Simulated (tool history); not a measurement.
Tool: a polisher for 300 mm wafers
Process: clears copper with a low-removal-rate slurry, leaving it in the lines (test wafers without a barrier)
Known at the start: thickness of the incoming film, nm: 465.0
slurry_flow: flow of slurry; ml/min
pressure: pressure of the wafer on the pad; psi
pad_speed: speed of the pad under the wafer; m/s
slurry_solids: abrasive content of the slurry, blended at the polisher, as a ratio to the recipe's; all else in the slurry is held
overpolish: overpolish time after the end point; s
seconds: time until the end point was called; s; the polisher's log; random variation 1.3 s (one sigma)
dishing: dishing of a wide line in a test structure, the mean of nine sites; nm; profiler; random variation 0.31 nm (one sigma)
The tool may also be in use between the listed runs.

run	day	slurry_flow	pressure	pad_speed	slurry_solids	overpolish	seconds	dishing
1	0	230	3.5	1.08	1	10	142.36	13.015
2	0.238	195	3.5	1.08	1	10	145.88	13.151
3	0.317	195	3.5	1.24	1	10	130.3	13.387
4	0.575	175	3.5	1.24	1	10	131.15	13.349
5	0.792	225	3.5	1.24	1	10	129.99	13.84
6	1.067	225	3.7	1.24	1	10	119.29	13.838
7	1.296	225	3.8	1.24	1	10	117.66	13.815
8	1.425	225	3.8	1.24	1	10	114.87	13.717

Run 9 comes next. What will it give?
9	1.521	225	3.9	1.24	1	11	?	?

{"run 9": {"seconds": 113.96, "dishing": 14.68}}

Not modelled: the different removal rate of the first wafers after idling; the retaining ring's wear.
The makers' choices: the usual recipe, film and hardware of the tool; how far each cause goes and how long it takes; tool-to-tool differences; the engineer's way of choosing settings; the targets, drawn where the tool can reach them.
